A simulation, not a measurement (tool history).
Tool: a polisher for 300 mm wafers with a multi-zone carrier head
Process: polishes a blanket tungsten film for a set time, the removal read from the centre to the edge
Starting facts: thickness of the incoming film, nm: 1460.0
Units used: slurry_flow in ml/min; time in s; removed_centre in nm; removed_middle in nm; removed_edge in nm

run,hour,slurry_flow,centre_zone,middle_zone,edge_zone,slurry_solids,time,removed_centre,removed_middle,removed_edge
1,0.0,165,1.00,1.00,1.00,1.00,79,390.14,386.86,391.35
2,1.2,175,0.96,0.99,1.04,1.10,80,402.66,404.50,423.94
3,7.1,150,0.96,0.99,1.04,1.10,80,385.50,388.23,413.67
4,9.0,160,0.93,0.99,1.07,1.15,80,381.02,402.60,430.65
5,9.8,175,0.91,0.98,1.10,1.20,80,392.97,409.80,450.77
6,11.9,180,0.89,0.98,1.12,1.25,80,385.92,410.36,462.66
7,14.9,190,0.88,0.99,1.14,1.25,80,392.74,429.56,464.41

For run 8, what comes out?
8,18.1,190,0.87,0.99,1.15,1.30,80,?,?,?

removed_centre: 388.06 nm
removed_middle: 434.46 nm
removed_edge: 472.90 nm
